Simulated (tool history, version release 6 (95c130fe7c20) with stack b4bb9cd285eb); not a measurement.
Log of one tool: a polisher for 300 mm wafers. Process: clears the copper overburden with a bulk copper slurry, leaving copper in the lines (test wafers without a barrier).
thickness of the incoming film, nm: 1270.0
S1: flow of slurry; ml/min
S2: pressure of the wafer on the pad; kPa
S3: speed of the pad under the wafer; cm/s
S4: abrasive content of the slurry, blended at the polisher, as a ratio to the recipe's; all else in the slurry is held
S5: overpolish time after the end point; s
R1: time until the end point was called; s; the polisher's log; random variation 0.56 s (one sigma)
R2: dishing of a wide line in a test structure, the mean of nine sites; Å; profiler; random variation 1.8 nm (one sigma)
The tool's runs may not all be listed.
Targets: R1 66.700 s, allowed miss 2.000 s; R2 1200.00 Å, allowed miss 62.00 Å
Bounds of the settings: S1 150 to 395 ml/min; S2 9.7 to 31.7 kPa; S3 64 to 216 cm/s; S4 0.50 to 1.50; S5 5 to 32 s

run  hour   S1    S2   S3    S4  S5       R1       R2
  1   0.0  250  20.7  140  1.00  16  102.760   863.61
  2   2.6  255  22.8  140  1.00  17   92.781   948.96
  3  10.1  255  20.0  140  1.00  17  104.940   846.17
  4  11.5  255  24.8  140  1.00  17   86.195  1006.50
  5  13.0  260  26.2  140  1.00  17   82.247  1033.50
  6  13.7  260  27.6  140  1.00  17   76.892  1053.80
  7  16.7  260  28.3  140  1.00  17   75.099  1080.50
  8  23.3  260  29.0  140  1.00  17   72.498  1073.40

5 next moves are on the table. One of them brings every result within its allowed miss. Which?
  A  29.9  155  31.7  154  1.30  16   ?   ?
  B  29.9  265  31.0  142  1.05  16   ?   ?
  C  29.9  240  29.0  160  0.95  22   ?   ?
  D  29.9  225  31.0  156  1.15  20   ?   ?
  E  29.9  265  31.7  158  0.85  14   ?   ?

move      R1       R2
   A  61.969  1131.60
   B  66.882  1098.60
   C  66.530  1185.50
   D  61.686  1198.70
   E  62.258  1078.40
A: takes the result that was furthest off past its target
B: brings the result that was furthest off to its target, and leaves another outside
C: meets every target
D: takes the result that was furthest off past its target
E: takes the result that was furthest off past its target
The right move is C.
